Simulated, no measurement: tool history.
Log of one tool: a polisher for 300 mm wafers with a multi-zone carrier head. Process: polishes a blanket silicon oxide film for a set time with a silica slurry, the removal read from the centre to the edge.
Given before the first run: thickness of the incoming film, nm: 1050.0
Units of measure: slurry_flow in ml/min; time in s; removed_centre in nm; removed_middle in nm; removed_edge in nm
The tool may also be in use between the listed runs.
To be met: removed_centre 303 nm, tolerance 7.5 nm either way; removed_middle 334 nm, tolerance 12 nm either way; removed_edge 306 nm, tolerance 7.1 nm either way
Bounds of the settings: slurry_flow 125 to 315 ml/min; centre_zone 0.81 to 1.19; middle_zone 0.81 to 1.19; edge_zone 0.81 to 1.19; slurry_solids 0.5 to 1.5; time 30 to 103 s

run	day	slurry_flow	centre_zone	middle_zone	edge_zone	slurry_solids	time	removed_centre	removed_middle	removed_edge
1	0	205	1	1	1	1	66	193.7	193.28	194.08
2	0.329	205	1.04	1	1	1	66	200.31	197.17	194.68
3	0.621	215	1.05	1.04	1.05	1.15	68	220	223.85	216.27
4	0.967	215	1.05	0.97	1.05	1.15	68	220.19	207.95	218.1
5	1.025	215	1.05	0.97	1.02	1.15	68	220.19	209.68	213.21
6	1.225	180	1.05	0.97	1.02	1.15	68	216.33	205.64	209.14
7	1.5	200	1.06	1.02	1.06	1.25	70	237.96	230.51	230.9
8	1.554	220	1.06	1.07	1.09	1.3	72	249.03	251.43	243.79
9	1.871	230	1.06	1.1	1.11	1.35	74	260.03	277.89	260.02
10	2.008	240	1.07	1.11	1.13	1.4	75	273.42	281.48	266.13

Which one of the following 4 next-run settings gets every result inside its allowed miss? There is exactly one.
A	2.146	215	0.83	1.08	1.19	1.35	86	?	?	?
B	2.146	245	1.03	1.14	1.13	1.45	85	?	?	?
C	2.146	290	1.1	0.82	1.04	1.35	85	?	?	?
D	2.146	275	0.84	0.84	1.19	1.4	81	?	?	?

move	removed_centre	removed_middle	removed_edge
A	241.4	309.97	305.31
B	303.24	334.51	308.1
C	320.34	252.33	298.78
D	240.63	247.21	299.21
A: meets the target for the result that was furthest off, but another lies outside its allowed miss
B: every result lands within tolerance
C: misses by more than the last run did
D: meets the target for the result that was furthest off, but another lies outside its allowed miss
Correct choice: B, which meets every target
